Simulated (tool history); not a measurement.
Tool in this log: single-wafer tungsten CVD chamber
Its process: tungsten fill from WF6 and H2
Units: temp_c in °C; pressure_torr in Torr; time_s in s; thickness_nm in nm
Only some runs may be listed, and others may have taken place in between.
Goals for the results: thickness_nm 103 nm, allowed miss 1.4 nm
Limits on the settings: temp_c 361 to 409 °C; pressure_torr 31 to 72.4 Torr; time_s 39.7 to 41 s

run,hour,temp_c,pressure_torr,time_s,thickness_nm
1,0,385,51.7,39.7,116.97
2,5.2,385,56.2,39.7,121.29
3,6.1,383,56.2,39.7,115.54
4,7.5,389,56.2,39.7,133.54
5,9.9,386,56.2,39.7,124.23
6,15.4,386,56.2,41,128.94
7,18.2,384,56.2,41,122.95
8,27.2,382,56.2,41,116.95
9,29.9,381,56.2,41,114.52
10,32.4,380,56.2,41,111.78
11,35.4,379,56.2,41,109.65
12,37,378,56.2,41,106.74
13,41.4,377,56.2,41,104.55

Of the 4 settings listed for the next run, only one would bring every result within its allowed miss of target. Which one?
A,45.8,380,53.6,39.7,?
B,45.8,381,48.1,39.7,?
C,45.8,382,50.7,39.7,?
D,45.8,378,55,41,?

move,thickness_nm
A,106.4
B,103.77
C,108.72
D,106.07
A: the biggest miss grows against the last run
B: hits every target within its allowed miss
C: the biggest miss grows against the last run
D: the biggest miss grows against the last run
Correct choice: B, which meets every target
